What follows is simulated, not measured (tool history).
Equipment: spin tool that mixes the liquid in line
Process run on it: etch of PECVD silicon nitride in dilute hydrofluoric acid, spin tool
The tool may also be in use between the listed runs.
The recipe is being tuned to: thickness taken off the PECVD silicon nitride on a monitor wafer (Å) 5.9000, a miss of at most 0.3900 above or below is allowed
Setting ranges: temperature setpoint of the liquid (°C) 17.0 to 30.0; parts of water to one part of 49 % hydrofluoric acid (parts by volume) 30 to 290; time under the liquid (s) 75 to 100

| run | hour | temperature setpoint of the liquid (°C) | parts of water to one part of 49 % hydrofluoric acid (parts by volume) | time under the liquid (s) | thickness taken off the PECVD silicon nitride on a monitor wafer (Å) |
|---|---|---|---|---|---|
| 1 | 0.0 | 22.0 | 160 | 100 | 8.8356 |
| 2 | 6.2 | 21.0 | 165 | 100 | 8.0398 |
| 3 | 13.1 | 21.0 | 165 | 100 | 8.1547 |
| 4 | 17.4 | 20.0 | 170 | 100 | 7.0992 |
| 5 | 21.1 | 19.5 | 170 | 100 | 7.1245 |
|  | 26.3 | thermometer replaced |
| 6 | 26.3 | 19.0 | 175 | 100 | 7.3026 |
| 7 | 30.3 | 19.0 | 185 | 100 | 7.0987 |
| 8 | 34.1 | 18.5 | 195 | 100 | 6.3801 |

Which of these 4 next moves meets every target?
| A | 37.9 | 17.5 | 180 | 100 | ? |
| B | 37.9 | 17.5 | 190 | 95 | ? |
| C | 37.9 | 20.0 | 190 | 95 | ? |
| D | 37.9 | 19.5 | 180 | 90 | ? |

| move | thickness taken off the PECVD silicon nitride on a monitor wafer (Å) |
|---|---|
| A | 6.4193 |
| B | 5.7893 |
| C | 6.8383 |
| D | 6.6056 |
A: further off than the last run
B: all results in spec
C: further off than the last run
D: further off than the last run
B meets every target.
